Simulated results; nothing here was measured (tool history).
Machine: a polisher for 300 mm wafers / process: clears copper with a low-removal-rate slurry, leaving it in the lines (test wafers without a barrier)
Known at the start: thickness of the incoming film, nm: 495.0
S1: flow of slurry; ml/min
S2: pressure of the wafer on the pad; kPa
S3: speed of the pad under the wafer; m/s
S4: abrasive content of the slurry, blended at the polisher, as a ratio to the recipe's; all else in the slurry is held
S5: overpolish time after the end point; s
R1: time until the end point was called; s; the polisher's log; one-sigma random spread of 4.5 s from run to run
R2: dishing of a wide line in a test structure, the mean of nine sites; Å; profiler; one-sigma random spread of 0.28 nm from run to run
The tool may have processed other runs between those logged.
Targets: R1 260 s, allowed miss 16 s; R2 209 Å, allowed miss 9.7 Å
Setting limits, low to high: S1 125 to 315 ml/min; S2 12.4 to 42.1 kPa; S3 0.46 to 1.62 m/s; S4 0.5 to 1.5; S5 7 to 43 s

run	day	S1	S2	S3	S4	S5	R1	R2
1	0	205	26.9	1.04	1	22	133.97	245.34
2	0.096	205	22.8	1	1	22	168.24	234.02
3	0.233	235	22.8	1	1	22	168.39	235.18
4	0.533	190	22.8	1	1	22	170.2	235.87
5	0.6	190	22.8	1	1.15	22	162.5	235.15
6	0.871	190	20	0.98	1.15	21	193.62	217.44
7	1.083	190	18.6	0.98	1.15	22	201.31	216.26
# day 1.383: worn pad replaced by a new one
8	1.383	190	18.6	0.98	1.15	22	189.53	224.43
9	1.583	190	12.4	0.86	1.15	22	313.85	177.55
10	1.846	190	13.8	0.86	1.15	24	285.79	196.85

Exactly one of the 4 candidate moves below puts every result within its allowed miss. Which one?
A	2.108	135	13.8	1.02	1	27	?	?
B	2.108	145	14.5	0.74	1.15	37	?	?
C	2.108	225	13.8	0.76	1.25	25	?	?
D	2.108	175	13.8	0.74	1.45	25	?	?

move	R1	R2
A	261.43	208.53
B	326.3	216.26
C	310.64	186.78
D	316.27	185.13
A: all results land within tolerance of their targets
B: lands further from the targets than the last run did
C: lands further from the targets than the last run did
D: lands further from the targets than the last run did
Correct choice: A, which meets every target
